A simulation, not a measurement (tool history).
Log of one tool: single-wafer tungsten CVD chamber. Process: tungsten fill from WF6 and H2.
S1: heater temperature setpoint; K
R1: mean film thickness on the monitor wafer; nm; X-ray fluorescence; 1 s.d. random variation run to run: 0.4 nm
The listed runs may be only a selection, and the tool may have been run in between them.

Run 1, hour 0.0: S1 663.15 K, chamber pressure (Torr) 38.3, deposition time (s) 25.2. Result: R1 66.471 nm.
Run 2, hour 1.7: S1 663.15 K, chamber pressure (Torr) 38.3, deposition time (s) 23.9. Result: R1 63.176 nm.
Run 3, hour 8.7: S1 669.15 K, chamber pressure (Torr) 38.4, deposition time (s) 23.9. Result: R1 69.791 nm.
Run 4, hour 11.0: S1 662.15 K, chamber pressure (Torr) 38.4, deposition time (s) 23.9. Result: R1 62.507 nm.
Run 5, hour 16.7: S1 662.15 K, chamber pressure (Torr) 42.4, deposition time (s) 23.9. Result: R1 64.527 nm.
Run 6, hour 24.5: S1 668.15 K, chamber pressure (Torr) 42.6, deposition time (s) 23.9. Result: R1 71.818 nm.
Run 7, hour 28.1: S1 673.15 K, chamber pressure (Torr) 42.7, deposition time (s) 23.9. Result: R1 77.872 nm.
Run 8, hour 32.3: S1 673.15 K, chamber pressure (Torr) 42.7, deposition time (s) 23.9. Result: R1 78.107 nm.
Run 9, hour 32.9: S1 676.15 K, chamber pressure (Torr) 42.8, deposition time (s) 23.9. Result: R1 82.007 nm.
At hour 39.3: capacitance manometer re-zeroed and calibrated.
Run 10, hour 39.3: S1 679.15 K, chamber pressure (Torr) 42.9, deposition time (s) 23.9. Result: R1 87.551 nm.

What does the tool deliver on the next run?
Run 11, hour 42.2: S1 681.15 K, chamber pressure (Torr) 42.9, deposition time (s) 23.9. Result: R1 ?.

{"run 11": {"R1": 89.919}}

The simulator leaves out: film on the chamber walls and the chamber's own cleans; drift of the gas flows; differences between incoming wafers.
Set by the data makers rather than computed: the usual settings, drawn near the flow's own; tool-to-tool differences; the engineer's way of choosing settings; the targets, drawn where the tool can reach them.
